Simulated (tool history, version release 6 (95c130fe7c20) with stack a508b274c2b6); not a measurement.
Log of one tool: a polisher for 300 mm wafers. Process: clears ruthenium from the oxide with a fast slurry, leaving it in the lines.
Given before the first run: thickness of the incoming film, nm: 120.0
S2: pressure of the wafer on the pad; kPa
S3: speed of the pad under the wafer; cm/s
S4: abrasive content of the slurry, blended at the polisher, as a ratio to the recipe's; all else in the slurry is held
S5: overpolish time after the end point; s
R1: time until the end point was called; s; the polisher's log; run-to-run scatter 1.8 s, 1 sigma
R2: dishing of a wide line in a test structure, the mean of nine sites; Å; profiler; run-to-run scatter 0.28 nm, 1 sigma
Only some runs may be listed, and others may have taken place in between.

run 1 hour=0 | flow_of_slurry_(ml/min)=180 S2=15.9 S3=108 S4=1 S5=18 | R1=38.169 R2=437.11
run 2 hour=8.8 | flow_of_slurry_(ml/min)=180 S2=13.8 S3=94 S4=1 S5=15 | R1=46.877 R2=291.23
run 3 hour=10.6 | flow_of_slurry_(ml/min)=180 S2=13.8 S3=94 S4=1.2 S5=15 | R1=43.182 R2=320.18
run 4 hour=14.6 | flow_of_slurry_(ml/min)=180 S2=11.7 S3=82 S4=1.2 S5=15 | R1=55.029 R2=266.07
run 5 hour=22.2 | flow_of_slurry_(ml/min)=180 S2=10.3 S3=74 S4=1.2 S5=14 | R1=68.173 R2=205.4
run 6 hour=22.9 | flow_of_slurry_(ml/min)=180 S2=10.3 S3=74 S4=1 S5=14 | R1=72.088 R2=191.76
run 7 hour=30 | flow_of_slurry_(ml/min)=180 S2=9.7 S3=74 S4=1 S5=14 | R1=76.811 R2=184.5

What will run 8 give?
run 8 hour=35.1 | flow_of_slurry_(ml/min)=180 S2=9 S3=74 S4=1 S5=14 | R1=? R2=?

{"run 8": {"R1": 81.047, "R2": 174.08}}
